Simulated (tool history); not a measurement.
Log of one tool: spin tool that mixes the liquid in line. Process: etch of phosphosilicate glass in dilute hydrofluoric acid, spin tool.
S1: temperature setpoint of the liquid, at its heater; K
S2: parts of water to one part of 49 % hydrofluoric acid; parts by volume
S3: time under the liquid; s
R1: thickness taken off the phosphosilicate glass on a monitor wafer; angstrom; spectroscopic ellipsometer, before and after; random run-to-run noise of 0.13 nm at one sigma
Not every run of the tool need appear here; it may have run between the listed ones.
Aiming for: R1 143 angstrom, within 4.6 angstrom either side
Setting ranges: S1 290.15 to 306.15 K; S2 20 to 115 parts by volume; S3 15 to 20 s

run  hour      S1  S2  S3      R1
  1     0  298.15  65  20   176.8
  2   8.9  298.15  65  15  132.81
  3  14.8  298.15  65  20   177.9
  4  19.4  301.65  65  20  204.78
  5    21  300.15  65  20  189.74
  6  23.5  300.15  75  20  165.69
  7  27.6  299.65  75  20  160.26
  8  29.9  299.15  75  20  159.77
  9  38.3  295.65  75  20   136.1

Pick the move, out of 4, that brings all results within their allowed miss; only one does.
  A  46.7  296.65  80  20   ?
  B  46.7  292.15  70  20   ?
  C  46.7  295.15  70  20   ?
  D  46.7  296.15  65  15   ?

move      R1
   A  134.95
   B  129.07
   C  146.62
   D  124.22
A: its largest miss is bigger than the last run's
B: its largest miss is bigger than the last run's
C: in spec on every target
D: its largest miss is bigger than the last run's
Correct choice: C, which meets every target
